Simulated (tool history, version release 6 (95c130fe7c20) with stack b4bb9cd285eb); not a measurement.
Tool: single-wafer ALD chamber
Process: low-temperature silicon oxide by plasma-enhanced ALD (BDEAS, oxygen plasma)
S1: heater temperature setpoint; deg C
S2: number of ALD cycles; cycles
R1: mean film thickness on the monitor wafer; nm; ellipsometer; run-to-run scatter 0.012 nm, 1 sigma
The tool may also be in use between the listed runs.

run 1 hour=0 | S1=95 S2=52 | R1=7.5575
run 2 hour=2.8 | S1=88 S2=52 | R1=7.7032
run 3 hour=8.3 | S1=93 S2=52 | R1=7.634
run 4 hour=15.6 | S1=94 S2=49 | R1=7.1322
run 5 hour=23.8 | S1=89 S2=49 | R1=7.2237
run 6 hour=27.3 | S1=90 S2=47 | R1=6.9323
run 7 hour=28 | S1=91 S2=45 | R1=6.6165

Run 8 has not been measured yet. What should we expect?
run 8 hour=33.7 | S1=92 S2=44 | R1=?

Logged for run 8: R1 6.4317 nm.
